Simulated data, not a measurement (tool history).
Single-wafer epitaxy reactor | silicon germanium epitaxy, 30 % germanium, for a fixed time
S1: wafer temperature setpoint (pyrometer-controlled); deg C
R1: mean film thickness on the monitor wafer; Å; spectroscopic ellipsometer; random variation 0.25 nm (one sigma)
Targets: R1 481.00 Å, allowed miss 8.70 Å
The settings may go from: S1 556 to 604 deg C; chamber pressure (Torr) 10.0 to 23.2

Run 1, day 0.000: S1 580 deg C, chamber pressure (Torr) 16.6. Result: R1 369.44 Å.
Run 2, day 0.242: S1 580 deg C, chamber pressure (Torr) 18.3. Result: R1 378.13 Å.
Run 3, day 0.500: S1 580 deg C, chamber pressure (Torr) 16.0. Result: R1 360.52 Å.
Run 4, day 0.688: S1 586 deg C, chamber pressure (Torr) 16.0. Result: R1 401.09 Å.
Run 5, day 1.033: S1 586 deg C, chamber pressure (Torr) 17.8. Result: R1 414.15 Å.
Run 6, day 1.129: S1 589 deg C, chamber pressure (Torr) 17.9. Result: R1 437.33 Å.
Run 7, day 1.175: S1 591 deg C, chamber pressure (Torr) 17.9. Result: R1 452.30 Å.
Run 8, day 1.521: S1 592 deg C, chamber pressure (Torr) 17.9. Result: R1 460.37 Å.

5 next moves are on the table. One of them brings every result within its allowed miss. Which?
Run A, day 1.867: S1 587 deg C, chamber pressure (Torr) 18.5. Result: R1 ?.
Run B, day 1.867: S1 595 deg C, chamber pressure (Torr) 19.8. Result: R1 ?.
Run C, day 1.867: S1 592 deg C, chamber pressure (Torr) 17.3. Result: R1 ?.
Run D, day 1.867: S1 588 deg C, chamber pressure (Torr) 18.4. Result: R1 ?.
Run E, day 1.867: S1 594 deg C, chamber pressure (Torr) 18.8. Result: R1 ?.

move      R1
   A  423.29
   B  492.75
   C  450.77
   D  429.68
   E  477.31
A: further off than the last run
B: takes the result that was furthest off past its target
C: further off than the last run
D: further off than the last run
E: meets every target
Move E is the one to make.
